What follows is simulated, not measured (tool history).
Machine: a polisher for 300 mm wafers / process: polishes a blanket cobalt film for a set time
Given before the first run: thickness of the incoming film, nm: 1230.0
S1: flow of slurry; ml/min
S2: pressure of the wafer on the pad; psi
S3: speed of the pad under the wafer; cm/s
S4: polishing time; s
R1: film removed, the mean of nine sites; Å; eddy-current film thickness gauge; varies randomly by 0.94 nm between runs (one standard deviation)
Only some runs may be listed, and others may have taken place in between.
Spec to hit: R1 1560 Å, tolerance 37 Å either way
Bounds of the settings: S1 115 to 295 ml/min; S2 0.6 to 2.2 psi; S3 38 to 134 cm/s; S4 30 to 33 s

run	hour	S1	S2	S3	S4	R1
1	0	190	1.4	86	33	914.19
2	3.2	190	1.4	86	33	913.46
3	5.6	190	1.4	86	33	915.38
4	14.4	235	1.4	86	33	946.13
5	18.1	195	1.4	86	33	920.59
6	20.8	205	1.6	86	33	1018.8
7	26.6	215	1.8	90	33	1148.1
8	33.1	220	1.9	94	33	1264.7
9	36.8	225	2	96	33	1352.6
10	44.3	225	2	96	33	1345.9
# hour 50.4: slurry nozzle cleaned
11	50.4	225	2.1	98	33	1489.3

Which of these 5 next moves meets every target?
A	56.5	230	1.9	106	32	?
B	56.5	220	2.2	106	33	?
C	56.5	275	2.2	96	33	?
D	56.5	185	1.8	104	33	?
E	56.5	250	2	120	30	?

move	R1
A	1453
B	1665.6
C	1549
D	1375
E	1612.5
A: further off than the last run
B: takes the biggest miss from the last run beyond its target
C: all results in spec
D: further off than the last run
E: takes the biggest miss from the last run beyond its target
C meets every target.
